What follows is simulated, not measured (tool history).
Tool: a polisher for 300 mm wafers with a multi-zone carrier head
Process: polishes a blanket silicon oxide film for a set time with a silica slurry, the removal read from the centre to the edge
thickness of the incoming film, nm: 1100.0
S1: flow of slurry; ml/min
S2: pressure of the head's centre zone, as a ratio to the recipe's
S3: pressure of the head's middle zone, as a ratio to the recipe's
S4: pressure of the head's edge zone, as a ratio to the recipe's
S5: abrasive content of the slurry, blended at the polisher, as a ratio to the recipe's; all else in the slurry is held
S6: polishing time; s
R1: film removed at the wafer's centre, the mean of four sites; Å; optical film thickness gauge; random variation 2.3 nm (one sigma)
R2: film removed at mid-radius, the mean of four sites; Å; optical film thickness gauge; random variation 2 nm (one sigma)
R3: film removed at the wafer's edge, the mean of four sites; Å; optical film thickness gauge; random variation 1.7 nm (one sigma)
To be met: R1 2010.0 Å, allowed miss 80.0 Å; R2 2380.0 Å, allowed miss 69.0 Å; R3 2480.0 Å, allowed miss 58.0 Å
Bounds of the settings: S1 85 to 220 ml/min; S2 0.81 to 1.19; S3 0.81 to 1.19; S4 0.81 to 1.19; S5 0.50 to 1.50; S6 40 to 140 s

run   hour   S1    S2    S3    S4    S5  S6      R1      R2      R3
  1    0.0  140  1.00  1.00  1.00  1.00  90  3524.9  3578.8  3466.5
  2    6.9  135  0.97  0.99  1.00  0.95  89  3249.2  3342.7  3359.6
  3   13.9  130  0.95  0.99  0.98  0.90  89  3115.4  3263.0  3191.0
  4   19.0  130  0.95  0.95  0.98  0.90  89  3059.8  3133.0  3194.1
  5   24.7  130  0.98  0.95  0.98  0.90  89  3158.6  3191.3  3226.4
  6   27.7  125  0.96  0.95  0.98  0.85  89  3031.1  3074.0  3080.6
  7   34.7  120  0.94  0.96  1.00  0.80  88  2828.8  2951.4  2970.4
  8   41.3  115  0.92  0.96  1.01  0.75  88  2629.6  2740.2  2869.3
  9   47.4  110  0.90  0.97  1.01  0.75  88  2536.0  2816.1  2866.0
 10   53.0  105  0.89  0.96  1.00  0.75  88  2487.3  2737.2  2842.4
 11   56.8   85  0.81  0.96  0.95  0.50  87  1676.8  2025.7  2066.2
 12   60.4   95  0.81  0.96  0.97  0.50  87  1717.2  2063.4  2112.9
 13   66.8  105  0.81  0.96  0.99  0.50  87  1730.1  2109.6  2162.2
 14   68.0  110  0.82  0.96  1.01  0.50  87  1781.3  2099.8  2195.1
 15   75.5  110  0.83  0.97  1.03  0.50  87  1798.2  2177.7  2243.4
 16   83.1  115  0.84  0.97  1.04  0.50  87  1820.0  2191.0  2226.4
 17   89.1  115  0.84  0.97  1.04  0.50  87  1835.3  2158.7  2220.6
 18   95.2  115  0.84  0.97  1.06  0.50  87  1844.7  2183.9  2266.8
 19  101.9  115  0.84  0.97  1.08  0.50  87  1822.0  2154.9  2262.2
 20  109.5  155  0.84  0.99  1.14  0.55  87  2057.2  2457.0  2535.0

4 next moves are on the table. One of them brings every result within its allowed miss. Which?
  A  117.1  145  0.85  1.00  1.17  0.60  80   ?   ?   ?
  B  117.1  130  0.85  1.05  1.02  0.75  73   ?   ?   ?
  C  117.1  105  0.87  0.96  1.13  0.55  95   ?   ?   ?
  D  117.1  150  0.87  0.90  1.08  0.60  86   ?   ?   ?

move      R1      R2      R3
   A  2030.8  2410.4  2486.6
   B  2072.6  2569.8  2435.4
   C  2187.4  2470.8  2651.0
   D  2247.0  2385.3  2611.7
A: meets every target
B: further off than the last run
C: further off than the last run
D: brings the result that was furthest off to its target, and leaves another outside
Move A is the one to make.
